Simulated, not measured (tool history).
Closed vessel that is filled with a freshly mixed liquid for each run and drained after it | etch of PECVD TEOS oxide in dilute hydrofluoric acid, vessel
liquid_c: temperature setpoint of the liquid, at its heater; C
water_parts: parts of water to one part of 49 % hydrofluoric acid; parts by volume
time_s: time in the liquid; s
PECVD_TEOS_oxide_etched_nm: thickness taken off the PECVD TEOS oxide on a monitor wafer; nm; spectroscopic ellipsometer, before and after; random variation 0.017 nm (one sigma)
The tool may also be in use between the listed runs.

run,hour,liquid_c,water_parts,time_s,PECVD_TEOS_oxide_etched_nm
1,0.0,22.0,270,85,5.2323
2,1.2,22.0,195,85,7.8044
3,5.6,21.5,220,85,6.6574
4,9.9,21.5,170,85,8.9697
5,10.8,21.5,170,85,9.0809
6,18.7,21.5,260,85,5.3352
7,24.9,21.5,260,85,5.3978
8,28.8,21.5,260,85,5.3530
9,37.2,21.0,275,85,4.9054
10,40.7,17.0,385,85,2.7803
11,47.4,17.0,390,85,2.7108

Run 12 comes next. What will it give?
# hour 53.4: thermometer replaced
12,53.4,17.0,395,85,?

PECVD_TEOS_oxide_etched_nm: 2.4328 nm
